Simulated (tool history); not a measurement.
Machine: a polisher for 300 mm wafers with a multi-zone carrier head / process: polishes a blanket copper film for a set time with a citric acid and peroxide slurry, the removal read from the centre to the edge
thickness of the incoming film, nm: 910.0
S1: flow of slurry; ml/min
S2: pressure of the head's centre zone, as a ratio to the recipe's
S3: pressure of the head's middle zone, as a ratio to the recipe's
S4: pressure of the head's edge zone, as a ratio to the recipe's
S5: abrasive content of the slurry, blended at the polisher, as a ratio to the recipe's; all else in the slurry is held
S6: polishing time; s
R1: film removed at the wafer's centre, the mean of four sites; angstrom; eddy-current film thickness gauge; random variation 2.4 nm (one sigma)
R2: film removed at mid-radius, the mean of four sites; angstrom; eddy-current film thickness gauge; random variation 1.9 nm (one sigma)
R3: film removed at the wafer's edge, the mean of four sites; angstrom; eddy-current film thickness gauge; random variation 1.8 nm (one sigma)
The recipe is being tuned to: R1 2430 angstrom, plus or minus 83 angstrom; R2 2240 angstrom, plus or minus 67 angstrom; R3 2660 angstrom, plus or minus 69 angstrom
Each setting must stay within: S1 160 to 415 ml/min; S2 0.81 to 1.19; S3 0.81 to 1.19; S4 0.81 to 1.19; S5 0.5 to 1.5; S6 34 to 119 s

Run 1, hour 0: S1 265 ml/min, S2 1, S3 1, S4 1, S5 1, S6 76 s. Result: R1 1663.7 angstrom, R2 1631.4 angstrom, R3 1685.2 angstrom.
Run 2, hour 2: S1 265 ml/min, S2 0.95, S3 1, S4 1, S5 1, S6 76 s. Result: R1 1600.9 angstrom, R2 1642.8 angstrom, R3 1642.9 angstrom.
Run 3, hour 6: S1 265 ml/min, S2 0.95, S3 1, S4 0.92, S5 1, S6 76 s. Result: R1 1627.4 angstrom, R2 1626.6 angstrom, R3 1609.9 angstrom.
Run 4, hour 14.1: S1 265 ml/min, S2 0.95, S3 1.04, S4 0.92, S5 1, S6 76 s. Result: R1 1590.8 angstrom, R2 1720.4 angstrom, R3 1595.3 angstrom.
Run 5, hour 19.6: S1 260 ml/min, S2 0.96, S3 1.02, S4 0.96, S5 1.1, S6 80 s. Result: R1 1747.2 angstrom, R2 1776.3 angstrom, R3 1765.7 angstrom.
Run 6, hour 23.7: S1 255 ml/min, S2 0.97, S3 1.02, S4 0.99, S5 1.15, S6 83 s. Result: R1 1839.4 angstrom, R2 1874.1 angstrom, R3 1842.3 angstrom.
Run 7, hour 30.9: S1 255 ml/min, S2 0.97, S3 1.02, S4 0.99, S5 1.15, S6 83 s. Result: R1 1823.6 angstrom, R2 1858.5 angstrom, R3 1870.7 angstrom.
Run 8, hour 38.1: S1 255 ml/min, S2 0.98, S3 1.01, S4 1.02, S5 1.2, S6 85 s. Result: R1 1925 angstrom, R2 1921.5 angstrom, R3 1949.1 angstrom.
Run 9, hour 40.2: S1 250 ml/min, S2 0.97, S3 0.99, S4 1.05, S5 1.25, S6 88 s. Result: R1 1973.3 angstrom, R2 1978.1 angstrom, R3 2082.5 angstrom.
Run 10, hour 48.3: S1 255 ml/min, S2 0.98, S3 0.98, S4 1.07, S5 1.3, S6 90 s. Result: R1 2054.5 angstrom, R2 2010.4 angstrom, R3 2157.3 angstrom.
Run 11, hour 50.4: S1 255 ml/min, S2 0.98, S3 0.97, S4 1.09, S5 1.35, S6 92 s. Result: R1 2122.5 angstrom, R2 2096.3 angstrom, R3 2197.4 angstrom.
Run 12, hour 54.4: S1 240 ml/min, S2 0.98, S3 0.95, S4 1.11, S5 1.35, S6 94 s. Result: R1 2166.6 angstrom, R2 2052.2 angstrom, R3 2292.7 angstrom.
Run 13, hour 57.1: S1 240 ml/min, S2 0.98, S3 0.94, S4 1.12, S5 1.35, S6 95 s. Result: R1 2181.7 angstrom, R2 2048.5 angstrom, R3 2318.5 angstrom.

Next run, 4 choices. One meets every target within its allowed miss, the rest don't. Which?
Run A, hour 59.8: S1 285 ml/min, S2 1.08, S3 1.02, S4 1.03, S5 1.4, S6 88 s. Result: R1 ?, R2 ?, R3 ?.
Run B, hour 59.8: S1 345 ml/min, S2 0.98, S3 0.92, S4 1.19, S5 1.4, S6 100 s. Result: R1 ?, R2 ?, R3 ?.
Run C, hour 59.8: S1 370 ml/min, S2 0.95, S3 1.15, S4 1, S5 1.45, S6 82 s. Result: R1 ?, R2 ?, R3 ?.
Run D, hour 59.8: S1 210 ml/min, S2 0.93, S3 0.81, S4 1.19, S5 1.3, S6 119 s. Result: R1 ?, R2 ?, R3 ?.

move      R1      R2      R3
   A  2236.1  2121.1  2109.8
   B  2362.8  2262.8  2628.8
   C  1910.2    2276  1994.2
   D    2429  2229.1  2931.4
A: moves away from the targets compared with the last run
B: meets every target
C: moves away from the targets compared with the last run
D: carries the result that was furthest off beyond its target, to the other side
The move that meets every target is B.
